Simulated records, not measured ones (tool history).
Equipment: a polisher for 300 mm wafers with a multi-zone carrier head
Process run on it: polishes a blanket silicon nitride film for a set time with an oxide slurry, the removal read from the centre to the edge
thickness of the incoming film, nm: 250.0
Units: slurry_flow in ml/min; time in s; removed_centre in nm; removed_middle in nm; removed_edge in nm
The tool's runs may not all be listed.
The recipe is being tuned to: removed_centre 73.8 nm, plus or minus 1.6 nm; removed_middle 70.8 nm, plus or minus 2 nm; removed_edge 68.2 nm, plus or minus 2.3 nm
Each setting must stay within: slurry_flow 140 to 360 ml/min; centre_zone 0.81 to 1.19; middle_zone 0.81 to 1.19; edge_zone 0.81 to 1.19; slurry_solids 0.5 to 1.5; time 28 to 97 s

{"run": 1, "day": 0.0, "slurry_flow": 230, "centre_zone": 1, "middle_zone": 1, "edge_zone": 1, "slurry_solids": 1, "time": 62, "removed_centre": 49.29, "removed_middle": 49.653, "removed_edge": 49.487}
{"run": 2, "day": 0.312, "slurry_flow": 230, "centre_zone": 1, "middle_zone": 1.06, "edge_zone": 1, "slurry_solids": 1, "time": 62, "removed_centre": 49.629, "removed_middle": 51.898, "removed_edge": 49.053}
{"run": 3, "day": 0.562, "slurry_flow": 240, "centre_zone": 1.02, "middle_zone": 1.07, "edge_zone": 1.03, "slurry_solids": 1.1, "time": 62, "removed_centre": 52.995, "removed_middle": 56.127, "removed_edge": 51.134}
{"run": 4, "day": 0.6, "slurry_flow": 275, "centre_zone": 1.02, "middle_zone": 1.07, "edge_zone": 1.03, "slurry_solids": 1.1, "time": 62, "removed_centre": 54.6, "removed_middle": 55.187, "removed_edge": 52.846}
{"run": 5, "day": 0.762, "slurry_flow": 285, "centre_zone": 1.03, "middle_zone": 1.07, "edge_zone": 1.05, "slurry_solids": 1.15, "time": 62, "removed_centre": 55.952, "removed_middle": 58.145, "removed_edge": 54.527}
{"run": 6, "day": 0.783, "slurry_flow": 325, "centre_zone": 1.03, "middle_zone": 1.07, "edge_zone": 1.05, "slurry_solids": 1.15, "time": 62, "removed_centre": 56.723, "removed_middle": 58.082, "removed_edge": 55.097}
{"run": 7, "day": 1.008, "slurry_flow": 330, "centre_zone": 1.05, "middle_zone": 1.07, "edge_zone": 1.07, "slurry_solids": 1.2, "time": 62, "removed_centre": 59.3, "removed_middle": 60.202, "removed_edge": 56.797}
{"run": 8, "day": 1.292, "slurry_flow": 335, "centre_zone": 1.06, "middle_zone": 1.06, "edge_zone": 1.09, "slurry_solids": 1.25, "time": 62, "removed_centre": 61.333, "removed_middle": 60.262, "removed_edge": 58.458}
{"run": 9, "day": 1.542, "slurry_flow": 320, "centre_zone": 1.13, "middle_zone": 1.14, "edge_zone": 1.17, "slurry_solids": 1.5, "time": 63, "removed_centre": 70.631, "removed_middle": 70.123, "removed_edge": 66.702}
{"run": 10, "day": 1.729, "slurry_flow": 325, "centre_zone": 1.13, "middle_zone": 1.14, "edge_zone": 1.17, "slurry_solids": 1.5, "time": 63, "removed_centre": 70.817, "removed_middle": 69.689, "removed_edge": 66.265}
{"run": 11, "day": 1.758, "slurry_flow": 330, "centre_zone": 1.13, "middle_zone": 1.14, "edge_zone": 1.17, "slurry_solids": 1.5, "time": 63, "removed_centre": 70.741, "removed_middle": 70.514, "removed_edge": 65.97}

Next run, 5 choices. One meets every target within its allowed miss, the rest don't. Which?
{"run": "A", "day": 1.788, "slurry_flow": 360, "centre_zone": 1.19, "middle_zone": 1.18, "edge_zone": 1.15, "slurry_solids": 1.4, "time": 60, "removed_centre": "?", "removed_middle": "?", "removed_edge": "?"}
{"run": "B", "day": 1.788, "slurry_flow": 295, "centre_zone": 1.07, "middle_zone": 1.14, "edge_zone": 1.11, "slurry_solids": 1.5, "time": 63, "removed_centre": "?", "removed_middle": "?", "removed_edge": "?"}
{"run": "C", "day": 1.788, "slurry_flow": 330, "centre_zone": 1.05, "middle_zone": 1.16, "edge_zone": 1.19, "slurry_solids": 1.4, "time": 67, "removed_centre": "?", "removed_middle": "?", "removed_edge": "?"}
{"run": "D", "day": 1.788, "slurry_flow": 335, "centre_zone": 1.12, "middle_zone": 1.16, "edge_zone": 1.14, "slurry_solids": 1.45, "time": 62, "removed_centre": "?", "removed_middle": "?", "removed_edge": "?"}
{"run": "E", "day": 1.788, "slurry_flow": 285, "centre_zone": 1.15, "middle_zone": 1.13, "edge_zone": 1.16, "slurry_solids": 1.5, "time": 65, "removed_centre": "?", "removed_middle": "?", "removed_edge": "?"}

move=A removed_centre=68.982 removed_middle=67.852 removed_edge=61.602
move=B removed_centre=66.6 removed_middle=70.258 removed_edge=64.579
move=C removed_centre=68.432 removed_middle=74.312 removed_edge=69.688
move=D removed_centre=68.106 removed_middle=69.837 removed_edge=64.043
move=E removed_centre=72.999 removed_middle=71.752 removed_edge=68.01
A: further off than the last run
B: further off than the last run
C: further off than the last run
D: further off than the last run
E: every result lands within tolerance
Correct choice: E, which meets every target
